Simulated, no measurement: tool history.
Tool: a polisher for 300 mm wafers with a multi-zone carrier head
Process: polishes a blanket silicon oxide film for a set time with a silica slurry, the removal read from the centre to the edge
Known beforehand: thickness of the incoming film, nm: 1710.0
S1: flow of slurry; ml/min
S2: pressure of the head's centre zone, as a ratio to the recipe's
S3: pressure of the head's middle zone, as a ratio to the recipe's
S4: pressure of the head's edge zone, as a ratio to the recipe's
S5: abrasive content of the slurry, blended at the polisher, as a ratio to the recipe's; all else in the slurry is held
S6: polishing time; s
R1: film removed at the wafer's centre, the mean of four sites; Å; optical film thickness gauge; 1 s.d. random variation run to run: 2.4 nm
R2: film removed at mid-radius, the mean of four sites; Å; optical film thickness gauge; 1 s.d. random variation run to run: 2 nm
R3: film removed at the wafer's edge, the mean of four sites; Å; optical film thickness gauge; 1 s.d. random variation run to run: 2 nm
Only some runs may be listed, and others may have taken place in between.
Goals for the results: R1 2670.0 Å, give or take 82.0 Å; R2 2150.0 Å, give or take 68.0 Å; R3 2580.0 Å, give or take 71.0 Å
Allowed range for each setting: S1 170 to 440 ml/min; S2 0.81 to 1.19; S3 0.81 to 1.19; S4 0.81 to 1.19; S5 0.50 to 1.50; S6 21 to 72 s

run,hour,S1,S2,S3,S4,S5,S6,R1,R2,R3
1,0.0,280,1.00,1.00,1.00,1.00,46,2004.6,1929.0,2033.4
2,4.0,280,1.00,1.00,0.96,1.00,46,1995.7,1908.9,1971.4
3,12.3,290,1.03,0.99,1.01,1.05,46,2087.4,1978.1,2084.7
4,13.9,290,1.06,0.96,1.04,1.10,46,2162.5,1928.2,2130.1
5,21.3,290,1.06,0.96,1.12,1.10,46,2206.5,1907.6,2207.4
6,28.1,290,1.06,0.96,1.12,1.10,40,1893.8,1702.8,1912.7
7,34.8,290,1.08,0.95,1.13,1.20,41,2021.6,1763.6,2032.6
8,41.9,295,1.10,0.95,1.14,1.25,42,2124.1,1831.8,2144.8
9,43.9,345,1.19,0.96,1.16,1.50,44,2603.7,2153.0,2434.4

4 candidate next runs follow, results not yet known. Just one meets every target within its allowed miss. Identify it.
A,45.9,385,1.04,0.92,1.19,1.50,46,?,?,?
B,45.9,170,1.19,0.93,1.17,1.45,49,?,?,?
C,45.9,335,0.98,0.95,1.19,1.50,49,?,?,?
D,45.9,290,1.07,0.85,1.19,1.50,50,?,?,?

move,R1,R2,R3
A,2473.5,2165.3,2614.2
B,2637.7,2137.6,2588.4
C,2504.0,2346.2,2762.5
D,2676.4,2157.9,2798.4
A: corrects the largest miss of the last run, while another result sits out of spec
B: meets every target
C: takes the biggest miss from the last run beyond its target
D: takes the biggest miss from the last run beyond its target
B is the move that brings every result within its allowed miss.
